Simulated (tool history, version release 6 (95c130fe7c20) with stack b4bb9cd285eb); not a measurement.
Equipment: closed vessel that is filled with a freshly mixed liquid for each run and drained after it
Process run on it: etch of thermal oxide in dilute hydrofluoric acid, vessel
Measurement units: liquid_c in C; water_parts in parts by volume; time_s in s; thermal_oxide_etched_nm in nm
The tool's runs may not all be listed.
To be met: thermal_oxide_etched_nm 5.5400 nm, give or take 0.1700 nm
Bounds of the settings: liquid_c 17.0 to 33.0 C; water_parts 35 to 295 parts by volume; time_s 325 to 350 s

run 1 hour=0.0 | liquid_c=25.0 water_parts=165 time_s=325 | thermal_oxide_etched_nm=8.7954
run 2 hour=2.3 | liquid_c=25.0 water_parts=135 time_s=325 | thermal_oxide_etched_nm=11.4310
run 3 hour=5.6 | liquid_c=25.0 water_parts=135 time_s=350 | thermal_oxide_etched_nm=12.2560
run 4 hour=7.9 | liquid_c=25.0 water_parts=105 time_s=350 | thermal_oxide_etched_nm=16.3030
run 5 hour=13.0 | liquid_c=25.0 water_parts=105 time_s=350 | thermal_oxide_etched_nm=16.2110
run 6 hour=19.8 | liquid_c=22.5 water_parts=105 time_s=350 | thermal_oxide_etched_nm=14.8280
run 7 hour=22.0 | liquid_c=21.5 water_parts=125 time_s=350 | thermal_oxide_etched_nm=11.4660
run 8 hour=24.5 | liquid_c=20.5 water_parts=135 time_s=350 | thermal_oxide_etched_nm=10.0590
run 9 hour=30.7 | liquid_c=20.0 water_parts=145 time_s=350 | thermal_oxide_etched_nm=9.2544
run 10 hour=38.2 | liquid_c=19.5 water_parts=155 time_s=350 | thermal_oxide_etched_nm=8.3361
run 11 hour=46.2 | liquid_c=19.0 water_parts=160 time_s=350 | thermal_oxide_etched_nm=7.9730
run 12 hour=47.3 | liquid_c=17.0 water_parts=210 time_s=350 | thermal_oxide_etched_nm=5.2963

Below are 4 possible settings for the next run. Only one of them brings all results inside the allowed miss of their targets. Which is it?
run A hour=48.4 | liquid_c=17.0 water_parts=200 time_s=325 | thermal_oxide_etched_nm=?
run B hour=48.4 | liquid_c=17.5 water_parts=215 time_s=345 | thermal_oxide_etched_nm=?
run C hour=48.4 | liquid_c=18.0 water_parts=205 time_s=325 | thermal_oxide_etched_nm=?
run D hour=48.4 | liquid_c=17.0 water_parts=190 time_s=330 | thermal_oxide_etched_nm=?

move=A thermal_oxide_etched_nm=5.1896
move=B thermal_oxide_etched_nm=5.1560
move=C thermal_oxide_etched_nm=5.2433
move=D thermal_oxide_etched_nm=5.5980
A: moves away from the targets compared with the last run
B: moves away from the targets compared with the last run
C: moves away from the targets compared with the last run
D: all results land within tolerance of their targets
The move that meets every target is D.

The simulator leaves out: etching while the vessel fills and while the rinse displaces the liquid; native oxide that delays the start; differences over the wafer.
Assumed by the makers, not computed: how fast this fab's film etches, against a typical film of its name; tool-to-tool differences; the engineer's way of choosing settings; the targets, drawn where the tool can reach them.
